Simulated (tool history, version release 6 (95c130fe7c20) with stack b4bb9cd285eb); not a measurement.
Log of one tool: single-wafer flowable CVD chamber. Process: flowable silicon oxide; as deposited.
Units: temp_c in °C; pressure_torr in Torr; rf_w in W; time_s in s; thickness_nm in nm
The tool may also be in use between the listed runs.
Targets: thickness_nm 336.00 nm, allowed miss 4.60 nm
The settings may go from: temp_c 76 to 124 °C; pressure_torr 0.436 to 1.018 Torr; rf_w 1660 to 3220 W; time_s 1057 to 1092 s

run	hour	temp_c	pressure_torr	rf_w	time_s	thickness_nm
1	0.0	100	0.727	2440	1057	534.83
2	0.7	100	0.727	2715	1057	544.82
3	8.1	93	0.727	2715	1057	712.23
4	12.2	93	0.618	2715	1057	605.54
5	16.9	89	0.618	2715	1057	698.30
6	18.3	93	0.618	2715	1057	606.20
7	26.0	98	0.618	2715	1057	503.09
8	31.9	101	0.618	2715	1057	448.09
9	38.1	103	0.618	2715	1057	414.90
10	39.1	105	0.618	2715	1057	383.53
11	47.7	106	0.618	2715	1057	368.66
12	48.8	109	0.618	2715	1057	331.14

5 next moves are on the table. One of them brings every result within its allowed miss. Which?
A	49.9	112	0.660	2545	1092	?
B	49.9	112	0.668	2920	1057	?
C	49.9	113	0.687	2870	1065	?
D	49.9	111	0.643	2770	1060	?
E	49.9	106	0.545	2570	1092	?

move	thickness_nm
A	323.73
B	322.32
C	321.47
D	320.94
E	337.10
A: further off than the last run
B: further off than the last run
C: further off than the last run
D: further off than the last run
E: meets every target
Answer: E

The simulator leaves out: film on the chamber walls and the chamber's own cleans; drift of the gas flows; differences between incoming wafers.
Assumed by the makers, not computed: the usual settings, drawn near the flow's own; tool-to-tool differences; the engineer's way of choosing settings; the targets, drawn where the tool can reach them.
